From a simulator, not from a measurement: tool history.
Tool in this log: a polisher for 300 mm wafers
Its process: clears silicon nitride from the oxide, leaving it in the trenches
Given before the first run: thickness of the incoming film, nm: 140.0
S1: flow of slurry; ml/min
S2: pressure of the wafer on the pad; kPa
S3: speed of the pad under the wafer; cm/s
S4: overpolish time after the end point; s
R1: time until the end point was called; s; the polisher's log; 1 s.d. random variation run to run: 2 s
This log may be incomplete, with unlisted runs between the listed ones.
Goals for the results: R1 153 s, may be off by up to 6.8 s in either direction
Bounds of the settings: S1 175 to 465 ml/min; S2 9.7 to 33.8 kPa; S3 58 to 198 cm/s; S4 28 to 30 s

run	hour	S1	S2	S3	S4	R1
1	0	295	21.4	128	28	90.643
2	8.8	295	24.1	128	28	83.076
3	16.8	295	20.7	124	28	96.487
4	18.9	295	20.7	124	28	98.526
5	25.2	295	20.7	92	28	125.74
6	30.6	295	19.3	92	28	139.86
7	38.4	295	18.6	92	28	139.45
8	41.9	295	17.9	92	28	146.54

Exercise: of the 5 proposed moves below, exactly one satisfies all targets within the stated allowed misses. Which move is it?
A	45.4	240	20	98	28	?
B	45.4	345	18.6	94	30	?
C	45.4	330	13.8	134	28	?
D	45.4	280	19.3	82	30	?
E	45.4	240	15.9	112	28	?

move	R1
A	125.04
B	133.84
C	130.55
D	148.39
E	138.88
A: further off than the last run
B: further off than the last run
C: further off than the last run
D: in spec on every target
E: further off than the last run
Correct choice: D, which meets every target
